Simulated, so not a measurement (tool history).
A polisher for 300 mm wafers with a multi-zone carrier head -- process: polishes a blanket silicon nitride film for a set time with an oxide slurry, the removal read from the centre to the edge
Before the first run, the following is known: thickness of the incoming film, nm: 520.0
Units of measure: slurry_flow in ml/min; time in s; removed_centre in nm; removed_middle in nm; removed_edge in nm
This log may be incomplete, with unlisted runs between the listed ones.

run,day,slurry_flow,centre_zone,middle_zone,edge_zone,slurry_solids,time,removed_centre,removed_middle,removed_edge
1,0.000,275,1.00,1.00,1.00,1.0,61,51.767,52.075,50.307
2,0.079,275,1.00,1.00,1.00,0.9,61,48.546,47.685,47.049
3,0.288,275,1.00,1.00,1.00,0.9,74,59.045,59.245,57.450
4,0.658,285,0.98,1.03,1.03,0.9,74,57.379,61.287,58.828
5,0.788,285,0.98,1.03,0.99,0.9,74,57.449,60.595,57.629
6,0.950,285,0.98,1.03,0.99,0.9,84,66.053,68.144,64.688
7,1.212,280,0.95,1.04,0.98,0.9,84,64.242,69.983,65.518

What does the tool deliver on the next run?
8,1.517,275,0.93,1.04,0.97,0.9,84,?,?,?

Run 8 gave removed_centre 63.069 nm, removed_middle 69.341 nm, removed_edge 64.914 nm.
